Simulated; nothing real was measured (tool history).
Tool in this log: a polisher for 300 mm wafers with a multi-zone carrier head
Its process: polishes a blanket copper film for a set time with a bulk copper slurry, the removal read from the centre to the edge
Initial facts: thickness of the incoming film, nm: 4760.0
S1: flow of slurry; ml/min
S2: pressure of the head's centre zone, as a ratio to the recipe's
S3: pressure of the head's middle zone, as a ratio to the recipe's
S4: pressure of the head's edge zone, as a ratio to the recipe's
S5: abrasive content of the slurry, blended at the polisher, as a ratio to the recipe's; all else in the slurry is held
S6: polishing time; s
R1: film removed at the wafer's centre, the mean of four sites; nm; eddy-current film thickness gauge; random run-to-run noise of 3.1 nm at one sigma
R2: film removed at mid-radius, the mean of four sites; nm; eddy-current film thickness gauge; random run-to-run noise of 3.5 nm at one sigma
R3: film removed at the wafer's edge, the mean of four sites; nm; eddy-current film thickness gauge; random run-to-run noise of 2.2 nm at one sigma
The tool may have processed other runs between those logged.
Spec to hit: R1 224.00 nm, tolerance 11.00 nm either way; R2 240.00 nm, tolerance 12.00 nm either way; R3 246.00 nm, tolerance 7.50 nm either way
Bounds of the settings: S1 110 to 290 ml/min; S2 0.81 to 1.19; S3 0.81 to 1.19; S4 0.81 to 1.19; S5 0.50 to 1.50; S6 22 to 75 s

run 1 day=0.000 | S1=185 S2=1.00 S3=1.00 S4=1.00 S5=1.00 S6=48 | R1=381.49 R2=387.79 R3=394.83
run 2 day=0.171 | S1=180 S2=0.98 S3=0.99 S4=0.98 S5=0.90 S6=46 | R1=349.51 R2=362.30 R3=369.97
run 3 day=0.354 | S1=180 S2=0.98 S3=0.99 S4=0.98 S5=0.90 S6=57 | R1=431.98 R2=436.06 R3=456.50
run 4 day=0.458 | S1=180 S2=0.94 S3=0.99 S4=0.98 S5=0.90 S6=57 | R1=419.73 R2=445.12 R3=455.27
run 5 day=0.504 | S1=180 S2=0.94 S3=1.06 S4=0.98 S5=0.90 S6=57 | R1=422.59 R2=463.22 R3=460.63
run 6 day=0.658 | S1=175 S2=0.94 S3=1.04 S4=0.97 S5=0.85 S6=53 | R1=382.63 R2=420.07 R3=412.04
run 7 day=0.746 | S1=140 S2=0.88 S3=0.94 S4=0.93 S5=0.60 S6=39 | R1=236.54 R2=263.25 R3=272.24
run 8 day=1.121 | S1=140 S2=0.88 S3=0.93 S4=0.92 S5=0.60 S6=39 | R1=230.30 R2=255.77 R3=274.30
run 9 day=1.404 | S1=140 S2=0.89 S3=0.93 S4=0.91 S5=0.60 S6=39 | R1=238.99 R2=255.35 R3=271.76
run 10 day=1.508 | S1=140 S2=0.89 S3=0.93 S4=0.90 S5=0.60 S6=39 | R1=241.77 R2=252.85 R3=270.98
run 11 day=1.825 | S1=140 S2=0.88 S3=0.94 S4=0.89 S5=0.60 S6=39 | R1=232.50 R2=259.07 R3=271.75
run 12 day=2.154 | S1=140 S2=0.89 S3=0.94 S4=0.89 S5=0.60 S6=38 | R1=229.91 R2=254.69 R3=258.45

Of the 4 settings listed for the next run, only one would bring every result within its allowed miss of target. Which one?
run A day=2.483 | S1=170 S2=0.81 S3=0.92 S4=0.84 S5=0.65 S6=41 | R1=? R2=? R3=?
run B day=2.483 | S1=155 S2=0.91 S3=0.94 S4=0.88 S5=0.55 S6=39 | R1=? R2=? R3=?
run C day=2.483 | S1=125 S2=0.90 S3=0.94 S4=0.85 S5=0.65 S6=37 | R1=? R2=? R3=?
run D day=2.483 | S1=185 S2=0.89 S3=1.09 S4=0.88 S5=0.50 S6=34 | R1=? R2=? R3=?

move=A R1=241.76 R2=272.41 R3=284.79
move=B R1=246.96 R2=252.21 R3=265.59
move=C R1=227.66 R2=236.40 R3=248.04
move=D R1=214.16 R2=252.39 R3=232.18
A: lands further from the targets than the last run did
B: lands further from the targets than the last run did
C: hits every target within its allowed miss
D: carries the result that was furthest off beyond its target, to the other side
Move C is the one to make.
